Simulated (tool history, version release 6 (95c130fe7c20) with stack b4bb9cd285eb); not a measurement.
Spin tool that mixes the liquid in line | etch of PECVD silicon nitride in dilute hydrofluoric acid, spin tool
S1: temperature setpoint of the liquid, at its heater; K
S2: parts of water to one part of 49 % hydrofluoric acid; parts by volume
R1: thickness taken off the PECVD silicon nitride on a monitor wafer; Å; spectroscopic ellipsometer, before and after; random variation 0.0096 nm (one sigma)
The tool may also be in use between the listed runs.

run 1 hour=0.0 | S1=296.15 S2=235 time_under_the_liquid_(s)=75 | R1=9.0494
run 2 hour=1.0 | S1=298.65 S2=235 time_under_the_liquid_(s)=75 | R1=10.8100
run 3 hour=5.4 | S1=297.65 S2=235 time_under_the_liquid_(s)=75 | R1=9.9799
run 4 hour=7.2 | S1=297.15 S2=235 time_under_the_liquid_(s)=75 | R1=9.5307
run 5 hour=7.8 | S1=296.65 S2=235 time_under_the_liquid_(s)=75 | R1=9.4554
run 6 hour=14.2 | S1=294.65 S2=235 time_under_the_liquid_(s)=75 | R1=8.2364
run 7 hour=22.5 | S1=294.15 S2=235 time_under_the_liquid_(s)=75 | R1=8.1632

What does the tool deliver on the next run?
run 8 hour=26.7 | S1=293.65 S2=235 time_under_the_liquid_(s)=75 | R1=?

Run 8 measured R1 7.8109 Å.

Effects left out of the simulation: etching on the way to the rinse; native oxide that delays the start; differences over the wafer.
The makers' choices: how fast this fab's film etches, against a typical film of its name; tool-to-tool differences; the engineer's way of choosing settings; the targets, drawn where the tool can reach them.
